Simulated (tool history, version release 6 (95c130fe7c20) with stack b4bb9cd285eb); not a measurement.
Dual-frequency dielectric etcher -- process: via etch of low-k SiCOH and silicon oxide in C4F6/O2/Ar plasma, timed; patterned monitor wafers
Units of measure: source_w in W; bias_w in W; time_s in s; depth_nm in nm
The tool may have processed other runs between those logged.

run	hour	source_w	bias_w	time_s	depth_nm
1	0	440	250	29	90.749
2	7	440	250	29	90.658
3	7.8	410	247	29	87.653
4	9.9	410	247	29	88.612
5	18.1	390	244	29	86.065
6	25.9	420	244	29	88.546

Run 7 is up next; what results do you expect?
7	29.3	400	242	29	?

depth_nm: 87.01 nm
